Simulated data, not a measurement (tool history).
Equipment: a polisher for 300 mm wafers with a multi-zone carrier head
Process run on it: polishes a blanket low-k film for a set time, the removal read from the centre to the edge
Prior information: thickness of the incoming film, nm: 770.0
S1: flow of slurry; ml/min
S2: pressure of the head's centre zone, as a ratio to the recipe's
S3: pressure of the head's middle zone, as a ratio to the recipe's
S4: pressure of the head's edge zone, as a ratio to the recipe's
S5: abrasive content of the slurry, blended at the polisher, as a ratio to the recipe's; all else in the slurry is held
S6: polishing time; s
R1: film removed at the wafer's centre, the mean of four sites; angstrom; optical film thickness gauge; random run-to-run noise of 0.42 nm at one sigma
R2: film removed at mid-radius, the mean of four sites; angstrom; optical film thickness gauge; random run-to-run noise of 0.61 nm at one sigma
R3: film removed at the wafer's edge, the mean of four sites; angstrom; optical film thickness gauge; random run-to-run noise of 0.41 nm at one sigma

Run 1, hour 0.0: S1 280 ml/min, S2 1.00, S3 1.00, S4 1.00, S5 1.00, S6 61 s. Result: R1 279.19 angstrom, R2 283.10 angstrom, R3 278.70 angstrom.
Run 2, hour 6.7: S1 280 ml/min, S2 0.99, S3 1.03, S4 1.03, S5 1.10, S6 62 s. Result: R1 295.76 angstrom, R2 293.44 angstrom, R3 301.87 angstrom.
Run 3, hour 12.0: S1 280 ml/min, S2 0.99, S3 1.03, S4 1.03, S5 1.00, S6 62 s. Result: R1 283.81 angstrom, R2 281.14 angstrom, R3 292.79 angstrom.
Run 4, hour 14.4: S1 280 ml/min, S2 0.99, S3 1.03, S4 1.03, S5 1.15, S6 62 s. Result: R1 299.47 angstrom, R2 304.93 angstrom, R3 299.41 angstrom.
Run 5, hour 23.0: S1 280 ml/min, S2 1.05, S3 1.03, S4 1.03, S5 1.15, S6 62 s. Result: R1 312.96 angstrom, R2 310.75 angstrom, R3 303.67 angstrom.
Run 6, hour 28.0: S1 280 ml/min, S2 1.00, S3 1.07, S4 1.03, S5 1.25, S6 65 s. Result: R1 323.40 angstrom, R2 335.66 angstrom, R3 325.13 angstrom.
Run 7, hour 30.7: S1 280 ml/min, S2 0.98, S3 1.10, S4 1.03, S5 1.30, S6 68 s. Result: R1 338.13 angstrom, R2 368.25 angstrom, R3 349.25 angstrom.

Run 8 is up next; what results do you expect?
Run 8, hour 37.5: S1 285 ml/min, S2 0.97, S3 1.12, S4 1.04, S5 1.35, S6 69 s. Result: R1 ?, R2 ?, R3 ?.

R1: 339.61 angstrom
R2: 379.92 angstrom
R3: 357.34 angstrom

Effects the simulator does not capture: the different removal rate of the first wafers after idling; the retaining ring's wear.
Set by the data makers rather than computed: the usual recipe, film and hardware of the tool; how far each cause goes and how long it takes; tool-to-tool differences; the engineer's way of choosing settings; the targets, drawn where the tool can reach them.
